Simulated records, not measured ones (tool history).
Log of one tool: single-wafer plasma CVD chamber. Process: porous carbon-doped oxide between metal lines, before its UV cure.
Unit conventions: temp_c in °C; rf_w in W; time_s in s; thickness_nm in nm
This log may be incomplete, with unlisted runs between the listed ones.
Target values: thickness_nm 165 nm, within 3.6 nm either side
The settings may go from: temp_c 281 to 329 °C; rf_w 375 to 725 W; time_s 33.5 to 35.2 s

Run 1, hour 0: temp_c 305 °C, rf_w 550 W, time_s 35.2 s. Result: thickness_nm 196.85 nm.
Run 2, hour 8.8: temp_c 310 °C, rf_w 530 W, time_s 35.1 s. Result: thickness_nm 184.62 nm.
Run 3, hour 16.9: temp_c 306 °C, rf_w 530 W, time_s 35.1 s. Result: thickness_nm 191.07 nm.
Run 4, hour 24.7: temp_c 306 °C, rf_w 530 W, time_s 35.2 s. Result: thickness_nm 189.86 nm.
Run 5, hour 29.8: temp_c 311 °C, rf_w 525 W, time_s 35.2 s. Result: thickness_nm 183.39 nm.
Run 6, hour 32.4: temp_c 315 °C, rf_w 520 W, time_s 35.2 s. Result: thickness_nm 179.19 nm.
Run 7, hour 34.2: temp_c 318 °C, rf_w 515 W, time_s 35.2 s. Result: thickness_nm 175.62 nm.
Run 8, hour 36: temp_c 320 °C, rf_w 510 W, time_s 35.2 s. Result: thickness_nm 173.75 nm.

Below are 4 possible settings for the next run. Only one of them brings all results inside the allowed miss of their targets. Which is it?
Run A, hour 37.8: temp_c 325 °C, rf_w 530 W, time_s 35.2 s. Result: thickness_nm ?.
Run B, hour 37.8: temp_c 312 °C, rf_w 550 W, time_s 35.2 s. Result: thickness_nm ?.
Run C, hour 37.8: temp_c 317 °C, rf_w 470 W, time_s 35.1 s. Result: thickness_nm ?.
Run D, hour 37.8: temp_c 311 °C, rf_w 465 W, time_s 35.2 s. Result: thickness_nm ?.

move  thickness_nm
   A        171.65
   B        188.34
   C        165.34
   D        170.16
A: nearer than the last run, and not there yet
B: its largest miss is bigger than the last run's
C: every result lands within tolerance
D: nearer than the last run, and not there yet
Answer: C
